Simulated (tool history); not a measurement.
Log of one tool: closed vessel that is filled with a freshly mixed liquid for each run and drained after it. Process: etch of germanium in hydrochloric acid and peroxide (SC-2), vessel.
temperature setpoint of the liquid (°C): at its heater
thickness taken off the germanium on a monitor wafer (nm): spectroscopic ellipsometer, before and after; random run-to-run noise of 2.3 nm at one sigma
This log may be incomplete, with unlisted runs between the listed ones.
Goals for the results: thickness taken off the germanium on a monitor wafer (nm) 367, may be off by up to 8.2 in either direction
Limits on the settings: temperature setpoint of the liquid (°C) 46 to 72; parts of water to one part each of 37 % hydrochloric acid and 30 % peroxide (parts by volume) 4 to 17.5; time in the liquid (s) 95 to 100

run	hour	temperature setpoint of the liquid (°C)	parts of water to one part each of 37 % hydrochloric acid and 30 % peroxide (parts by volume)	time in the liquid (s)	thickness taken off the germanium on a monitor wafer (nm)
1	0	62	9.5	95	269.38
2	4.6	62	6.5	95	275.3
3	10.6	58.5	6.5	95	249.14
4	16.5	61.5	6.5	95	272.33
5	19.4	68	6.5	95	328.97
6	20.7	69	6.5	95	339.68
7	22.5	69.5	6.5	95	339.53
8	29.2	70	6.5	95	349.19

Which one of the following 5 next-run settings gets every result inside its allowed miss? There is exactly one.
A	35.9	68	6	95	?
B	35.9	68	7	95	?
C	35.9	70.5	7	100	?
D	35.9	69.5	4.5	95	?
E	35.9	68	6.5	95	?

move	thickness taken off the germanium on a monitor wafer (nm)
A	332.16
B	328.84
C	371.34
D	351
E	330.54
A: misses by more than the last run did
B: misses by more than the last run did
C: all results land within tolerance of their targets
D: an improvement on the last run, though not all results are within tolerance
E: misses by more than the last run did
Answer: C
